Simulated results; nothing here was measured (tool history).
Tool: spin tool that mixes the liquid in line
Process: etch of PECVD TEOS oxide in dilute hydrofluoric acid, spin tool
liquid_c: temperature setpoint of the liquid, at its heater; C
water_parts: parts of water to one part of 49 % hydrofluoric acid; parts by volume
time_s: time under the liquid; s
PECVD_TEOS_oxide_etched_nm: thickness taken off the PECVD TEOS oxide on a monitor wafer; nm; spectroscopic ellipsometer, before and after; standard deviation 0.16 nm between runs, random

{"run": 1, "hour": 0.0, "liquid_c": 26.0, "water_parts": 250, "time_s": 150, "PECVD_TEOS_oxide_etched_nm": 10.919}
{"run": 2, "hour": 6.4, "liquid_c": 23.0, "water_parts": 250, "time_s": 150, "PECVD_TEOS_oxide_etched_nm": 9.7466}
{"run": 3, "hour": 13.5, "liquid_c": 26.0, "water_parts": 200, "time_s": 150, "PECVD_TEOS_oxide_etched_nm": 14.345}
{"run": 4, "hour": 20.0, "liquid_c": 23.0, "water_parts": 200, "time_s": 150, "PECVD_TEOS_oxide_etched_nm": 12.855}
{"run": 5, "hour": 20.6, "liquid_c": 23.0, "water_parts": 200, "time_s": 150, "PECVD_TEOS_oxide_etched_nm": 12.943}
{"run": 6, "hour": 25.3, "liquid_c": 23.0, "water_parts": 160, "time_s": 150, "PECVD_TEOS_oxide_etched_nm": 16.929}
{"run": 7, "hour": 28.2, "liquid_c": 26.0, "water_parts": 145, "time_s": 150, "PECVD_TEOS_oxide_etched_nm": 21.113}
{"run": 8, "hour": 36.8, "liquid_c": 28.0, "water_parts": 140, "time_s": 150, "PECVD_TEOS_oxide_etched_nm": 23.71}
{"run": 9, "hour": 43.3, "liquid_c": 29.5, "water_parts": 135, "time_s": 150, "PECVD_TEOS_oxide_etched_nm": 26.045}
{"run": 10, "hour": 48.0, "liquid_c": 33.5, "water_parts": 115, "time_s": 150, "PECVD_TEOS_oxide_etched_nm": 36.61}
{"run": 11, "hour": 50.3, "liquid_c": 33.0, "water_parts": 115, "time_s": 150, "PECVD_TEOS_oxide_etched_nm": 36.114}

What will run 12 give?
{"run": 12, "hour": 53.6, "liquid_c": 32.5, "water_parts": 115, "time_s": 150, "PECVD_TEOS_oxide_etched_nm": "?"}

{"run 12": {"PECVD_TEOS_oxide_etched_nm": 35.279}}
